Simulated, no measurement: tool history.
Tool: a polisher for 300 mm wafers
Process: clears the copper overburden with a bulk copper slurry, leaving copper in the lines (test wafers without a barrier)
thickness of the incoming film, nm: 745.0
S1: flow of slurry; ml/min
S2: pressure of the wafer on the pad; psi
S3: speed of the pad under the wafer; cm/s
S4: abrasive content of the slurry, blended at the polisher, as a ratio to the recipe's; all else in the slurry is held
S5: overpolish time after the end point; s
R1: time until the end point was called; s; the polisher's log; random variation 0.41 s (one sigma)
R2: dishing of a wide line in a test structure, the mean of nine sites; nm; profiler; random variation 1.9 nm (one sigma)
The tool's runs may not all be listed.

run,day,S1,S2,S3,S4,S5,R1,R2
1,0.000,205,3.3,96,1.00,26,58.892,87.199
2,0.075,205,3.3,72,1.00,26,72.119,78.436
3,0.317,210,3.8,78,1.00,21,61.035,82.315
4,0.500,220,4.1,86,1.15,17,51.797,78.411
5,0.788,220,4.4,92,1.15,17,45.145,83.630
6,0.892,220,4.4,70,1.15,17,54.445,76.776

Forecast run 7:
7,1.012,230,5.2,98,1.20,13,?,?

{"run 7": {"R1": 35.869, "R2": 81.734}}
